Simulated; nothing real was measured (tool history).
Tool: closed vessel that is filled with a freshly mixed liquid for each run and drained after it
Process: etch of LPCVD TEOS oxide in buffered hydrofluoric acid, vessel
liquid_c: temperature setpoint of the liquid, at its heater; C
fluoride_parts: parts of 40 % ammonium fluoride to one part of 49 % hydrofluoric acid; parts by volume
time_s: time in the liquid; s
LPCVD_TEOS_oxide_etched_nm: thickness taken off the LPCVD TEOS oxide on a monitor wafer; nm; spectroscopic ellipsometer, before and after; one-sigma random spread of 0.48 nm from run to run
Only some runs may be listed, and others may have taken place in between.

run  hour  liquid_c  fluoride_parts  time_s  LPCVD_TEOS_oxide_etched_nm
  1   0.0      21.0            18.0      95                      78.218
  2   3.1      21.0            21.5      95                      68.195
  3  10.1      21.0            21.5     105                      75.445
  4  15.2      21.0            26.5     105                      65.198
  5  18.1      23.5            26.5     105                      75.012
  6  23.7      23.5            26.5     105                      73.770
  7  25.7      22.0            26.5     105                      69.305

Estimate the outcome of run 8 from the log above:
  8  34.0      21.0            27.0     105                           ?

{"run 8": {"LPCVD_TEOS_oxide_etched_nm": 63.442}}

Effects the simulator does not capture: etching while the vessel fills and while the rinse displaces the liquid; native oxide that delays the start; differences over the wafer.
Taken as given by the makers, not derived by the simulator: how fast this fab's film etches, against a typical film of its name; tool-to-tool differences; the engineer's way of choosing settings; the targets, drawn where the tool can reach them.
